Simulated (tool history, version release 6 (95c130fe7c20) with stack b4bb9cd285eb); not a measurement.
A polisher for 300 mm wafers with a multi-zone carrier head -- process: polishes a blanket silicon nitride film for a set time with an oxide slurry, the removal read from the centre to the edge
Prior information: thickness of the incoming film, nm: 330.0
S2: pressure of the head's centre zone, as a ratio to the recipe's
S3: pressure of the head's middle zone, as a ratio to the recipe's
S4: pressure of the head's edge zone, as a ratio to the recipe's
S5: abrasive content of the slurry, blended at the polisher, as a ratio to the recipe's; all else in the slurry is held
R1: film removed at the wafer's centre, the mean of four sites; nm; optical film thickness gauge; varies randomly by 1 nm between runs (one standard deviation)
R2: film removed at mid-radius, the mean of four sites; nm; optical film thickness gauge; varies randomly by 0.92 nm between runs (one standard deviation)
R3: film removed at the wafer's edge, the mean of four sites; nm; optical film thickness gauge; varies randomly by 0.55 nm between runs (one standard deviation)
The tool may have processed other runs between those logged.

run 1 day=0 | flow_of_slurry_(ml/min)=265 S2=1 S3=1 S4=1 S5=1 polishing_time_(s)=66 | R1=56.66 R2=56.849 R3=55.164
run 2 day=0.125 | flow_of_slurry_(ml/min)=265 S2=1 S3=1 S4=1 S5=1.1 polishing_time_(s)=66 | R1=59.221 R2=59.111 R3=57.373
run 3 day=0.2 | flow_of_slurry_(ml/min)=305 S2=1 S3=1 S4=1 S5=1.1 polishing_time_(s)=66 | R1=59.842 R2=60.144 R3=58.651
run 4 day=0.438 | flow_of_slurry_(ml/min)=335 S2=1 S3=1 S4=1 S5=1.1 polishing_time_(s)=66 | R1=60.077 R2=60.377 R3=58.744
run 5 day=0.667 | flow_of_slurry_(ml/min)=335 S2=1 S3=1 S4=1 S5=1.1 polishing_time_(s)=79 | R1=72.757 R2=72.691 R3=70.457
run 6 day=0.779 | flow_of_slurry_(ml/min)=335 S2=1 S3=1 S4=0.94 S5=1.1 polishing_time_(s)=79 | R1=70.747 R2=72.16 R3=67.984

Run 7 has not been measured yet. What should we expect?
run 7 day=0.804 | flow_of_slurry_(ml/min)=335 S2=1.04 S3=1.05 S4=0.99 S5=1.2 polishing_time_(s)=79 | R1=? R2=? R3=?

R1: 76.778 nm
R2: 77.556 nm
R3: 71.661 nm

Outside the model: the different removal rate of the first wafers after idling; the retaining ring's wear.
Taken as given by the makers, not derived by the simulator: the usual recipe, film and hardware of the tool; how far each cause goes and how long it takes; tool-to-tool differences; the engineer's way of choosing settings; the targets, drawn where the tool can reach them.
